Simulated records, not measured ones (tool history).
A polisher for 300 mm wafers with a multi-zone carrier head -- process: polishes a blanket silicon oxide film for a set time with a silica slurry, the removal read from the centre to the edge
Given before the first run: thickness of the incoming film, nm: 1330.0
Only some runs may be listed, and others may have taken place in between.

| run | hour | flow of slurry (ml/min) | pressure of the head's centre zone | pressure of the head's middle zone | pressure of the head's edge zone | abrasive content of the slurry | polishing time (s) | film removed at the wafer's centre (Å) | film removed at mid-radius (Å) | film removed at the wafer's edge (Å) |
|---|---|---|---|---|---|---|---|---|---|---|
| 1 | 0.0 | 265 | 1.00 | 1.00 | 1.00 | 1.00 | 40 | 868.92 | 853.87 | 857.79 |
| 2 | 4.3 | 265 | 1.00 | 1.00 | 1.04 | 1.00 | 40 | 875.01 | 839.82 | 895.44 |
| 3 | 8.4 | 275 | 1.04 | 1.03 | 1.07 | 1.05 | 40 | 923.94 | 880.37 | 931.79 |
| 4 | 12.9 | 285 | 1.07 | 1.05 | 1.10 | 1.15 | 40 | 989.47 | 946.56 | 960.74 |
| 5 | 15.6 | 285 | 1.08 | 1.03 | 1.12 | 1.25 | 40 | 1024.30 | 942.55 | 1006.00 |
| 6 | 17.0 | 230 | 1.08 | 1.03 | 1.12 | 1.25 | 40 | 991.34 | 933.09 | 1011.20 |
| 7 | 22.0 | 215 | 1.17 | 1.05 | 1.17 | 1.50 | 40 | 1147.50 | 1002.80 | 1086.70 |
| 8 | 28.4 | 220 | 1.17 | 1.05 | 1.18 | 1.50 | 40 | 1155.50 | 1018.20 | 1073.50 |
| 9 | 31.8 | 220 | 1.16 | 1.04 | 1.18 | 1.50 | 41 | 1151.60 | 998.15 | 1125.80 |

The next listed run, before its measurement:
| 10 | 32.7 | 225 | 1.16 | 1.05 | 1.18 | 1.50 | 41 | ? | ? | ? |

film removed at the wafer's centre (Å): 1158.00
film removed at mid-radius (Å): 1041.00
film removed at the wafer's edge (Å): 1078.40
